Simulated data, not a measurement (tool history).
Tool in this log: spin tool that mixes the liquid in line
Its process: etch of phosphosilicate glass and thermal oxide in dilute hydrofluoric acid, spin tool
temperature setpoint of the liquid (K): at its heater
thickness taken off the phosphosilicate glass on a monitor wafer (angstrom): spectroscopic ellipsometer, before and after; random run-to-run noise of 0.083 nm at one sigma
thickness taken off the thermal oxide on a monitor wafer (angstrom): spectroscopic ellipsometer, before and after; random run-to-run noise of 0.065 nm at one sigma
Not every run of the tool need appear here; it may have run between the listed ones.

run,hour,temperature setpoint of the liquid (K),parts of water to one part of 49 % hydrofluoric acid (parts by volume),time under the liquid (s),thickness taken off the phosphosilicate glass on a monitor wafer (angstrom),thickness taken off the thermal oxide on a monitor wafer (angstrom)
1,0,296.15,175,30,97.048,7.7928
2,4.8,297.65,165,30,110.35,9.0151
3,6.5,298.65,160,30,118.6,9.4625
4,13.5,299.65,155,30,128.45,10.379
5,14.1,300.15,150,30,135.79,11.695
6,21.2,300.65,145,30,143.44,11.13
7,27.5,301.15,140,30,153.28,12.639

For run 8, what comes out?
8,30,301.65,140,30,?,?

Run 8 yielded thickness taken off the phosphosilicate glass on a monitor wafer (angstrom) 155.71, thickness taken off the thermal oxide on a monitor wafer (angstrom) 11.506.

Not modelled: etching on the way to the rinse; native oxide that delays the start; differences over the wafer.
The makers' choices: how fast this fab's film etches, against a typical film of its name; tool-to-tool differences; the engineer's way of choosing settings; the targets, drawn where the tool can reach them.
